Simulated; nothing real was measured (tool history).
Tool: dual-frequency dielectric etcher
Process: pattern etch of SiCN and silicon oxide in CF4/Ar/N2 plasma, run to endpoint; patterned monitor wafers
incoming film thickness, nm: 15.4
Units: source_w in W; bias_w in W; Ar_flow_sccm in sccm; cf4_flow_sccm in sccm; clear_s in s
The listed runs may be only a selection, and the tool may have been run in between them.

run 1 day=0 | source_w=590 bias_w=52 Ar_flow_sccm=95 cf4_flow_sccm=57 | clear_s=15.62
run 2 day=0.225 | source_w=660 bias_w=52 Ar_flow_sccm=95 cf4_flow_sccm=57 | clear_s=13.973
run 3 day=0.575 | source_w=560 bias_w=49 Ar_flow_sccm=98 cf4_flow_sccm=56 | clear_s=17.051
run 4 day=0.629 | source_w=650 bias_w=49 Ar_flow_sccm=98 cf4_flow_sccm=56 | clear_s=14.588
run 5 day=0.833 | source_w=550 bias_w=48 Ar_flow_sccm=99 cf4_flow_sccm=56 | clear_s=17.075
run 6 day=1.167 | source_w=600 bias_w=48 Ar_flow_sccm=99 cf4_flow_sccm=56 | clear_s=15.586
run 7 day=1.429 | source_w=520 bias_w=47 Ar_flow_sccm=100 cf4_flow_sccm=54 | clear_s=18.19
run 8 day=1.6 | source_w=460 bias_w=46 Ar_flow_sccm=101 cf4_flow_sccm=53 | clear_s=20.442

Run 9, settings as shown, results not yet in. Your forecast:
run 9 day=1.788 | source_w=430 bias_w=46 Ar_flow_sccm=101 cf4_flow_sccm=53 | clear_s=?

clear_s: 21.942 s
